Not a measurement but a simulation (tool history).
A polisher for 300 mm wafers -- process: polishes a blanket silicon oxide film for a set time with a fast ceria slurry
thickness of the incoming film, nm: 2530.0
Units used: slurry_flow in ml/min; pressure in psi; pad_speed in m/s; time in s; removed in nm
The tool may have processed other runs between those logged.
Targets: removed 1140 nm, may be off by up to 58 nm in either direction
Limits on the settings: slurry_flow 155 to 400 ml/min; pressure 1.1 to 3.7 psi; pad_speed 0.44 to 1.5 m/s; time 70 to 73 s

| run | hour | slurry_flow | pressure | pad_speed | time | removed |
|---|---|---|---|---|---|---|
| 1 | 0 | 255 | 2.4 | 0.96 | 70 | 870.63 |
| 2 | 1.5 | 255 | 2.9 | 0.96 | 70 | 1032 |
| 3 | 2.5 | 255 | 2.9 | 0.96 | 70 | 1088.7 |
| 4 | 4.9 | 255 | 2.9 | 0.86 | 70 | 962.9 |
| 5 | 5.9 | 255 | 3 | 0.86 | 70 | 971.73 |
| 6 | 9.7 | 255 | 3.1 | 0.86 | 70 | 1005.5 |
| 7 | 10.2 | 255 | 3.2 | 0.86 | 70 | 1049.1 |
| 8 | 13.3 | 255 | 3.3 | 0.86 | 70 | 1072.3 |

Pick the move, out of 4, that brings all results within their allowed miss; only one does.
| A | 16.4 | 395 | 3.2 | 0.86 | 73 | ? |
| B | 16.4 | 270 | 3.3 | 0.76 | 70 | ? |
| C | 16.4 | 210 | 3.2 | 0.84 | 70 | ? |
| D | 16.4 | 270 | 3.7 | 0.86 | 73 | ? |

| move | removed |
|---|---|
| A | 1093.1 |
| B | 933 |
| C | 975.89 |
| D | 1226.1 |
A: all results in spec
B: further off than the last run
C: further off than the last run
D: the result that was furthest off in the last run now lies on the other side of its target
Move A is the one to make.
